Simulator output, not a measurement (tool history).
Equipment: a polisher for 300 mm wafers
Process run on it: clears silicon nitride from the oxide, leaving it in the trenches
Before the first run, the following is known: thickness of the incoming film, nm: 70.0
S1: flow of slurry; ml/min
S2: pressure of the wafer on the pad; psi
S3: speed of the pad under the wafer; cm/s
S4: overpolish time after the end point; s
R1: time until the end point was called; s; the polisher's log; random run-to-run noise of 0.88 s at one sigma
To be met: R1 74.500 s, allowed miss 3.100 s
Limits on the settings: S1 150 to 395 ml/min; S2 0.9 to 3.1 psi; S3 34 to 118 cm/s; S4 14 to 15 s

run	hour	S1	S2	S3	S4	R1
1	0.0	250	2.0	76	14	118.030
2	8.1	250	2.2	76	14	107.490
3	11.9	300	2.2	76	14	109.060
4	17.7	300	2.2	64	14	124.930
5	24.7	300	2.2	48	14	163.540
6	25.8	300	2.2	48	14	163.220
7	33.8	300	2.4	54	14	134.710
8	39.4	300	2.6	58	14	116.750
9	47.7	300	2.6	58	14	118.680
10	54.8	300	2.7	62	14	105.440
11	57.4	300	2.7	62	14	104.580
12	63.8	300	2.8	64	14	98.845

Which one of the following 4 next-run settings gets every result inside its allowed miss? There is exactly one.
A	70.2	280	2.5	62	14	?
B	70.2	295	2.6	80	14	?
C	70.2	275	2.9	84	15	?
D	70.2	265	2.9	46	14	?

move	R1
A	118.180
B	88.988
C	76.893
D	135.540
A: the biggest miss grows against the last run
B: closer than the last run, but not yet in spec
C: meets every target
D: the biggest miss grows against the last run
So the answer is move C, the one that meets all the targets.
